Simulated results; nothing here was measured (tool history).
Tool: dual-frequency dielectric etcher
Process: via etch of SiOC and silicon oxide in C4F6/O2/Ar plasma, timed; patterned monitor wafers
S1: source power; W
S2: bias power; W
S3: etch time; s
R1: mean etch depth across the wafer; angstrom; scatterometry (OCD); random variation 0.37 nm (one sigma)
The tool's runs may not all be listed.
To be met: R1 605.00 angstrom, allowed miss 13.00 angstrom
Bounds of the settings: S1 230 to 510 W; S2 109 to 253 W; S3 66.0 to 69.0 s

run 1 hour=0.0 | S1=370 S2=181 S3=66.0 | R1=695.05
run 2 hour=5.8 | S1=370 S2=207 S3=66.0 | R1=734.85
run 3 hour=13.0 | S1=340 S2=199 S3=66.0 | R1=700.47
run 4 hour=19.8 | S1=340 S2=180 S3=66.0 | R1=670.44
run 5 hour=23.7 | S1=320 S2=178 S3=66.0 | R1=645.26
run 6 hour=32.3 | S1=320 S2=178 S3=69.0 | R1=674.47
run 7 hour=41.1 | S1=300 S2=177 S3=69.0 | R1=660.59
run 8 hour=42.6 | S1=290 S2=176 S3=69.0 | R1=645.35
run 9 hour=44.9 | S1=280 S2=175 S3=69.0 | R1=626.08
run 10 hour=47.5 | S1=270 S2=174 S3=69.0 | R1=620.03

Which of these 5 next moves meets every target?
run A hour=50.1 | S1=280 S2=172 S3=69.0 | R1=?
run B hour=50.1 | S1=300 S2=181 S3=67.0 | R1=?
run C hour=50.1 | S1=280 S2=191 S3=66.5 | R1=?
run D hour=50.1 | S1=260 S2=167 S3=69.0 | R1=?
run E hour=50.1 | S1=250 S2=193 S3=68.5 | R1=?

move=A R1=629.81
move=B R1=643.78
move=C R1=634.08
move=D R1=602.03
move=E R1=624.15
A: further off than the last run
B: further off than the last run
C: further off than the last run
D: meets every target
E: further off than the last run
Move D is the one to make.
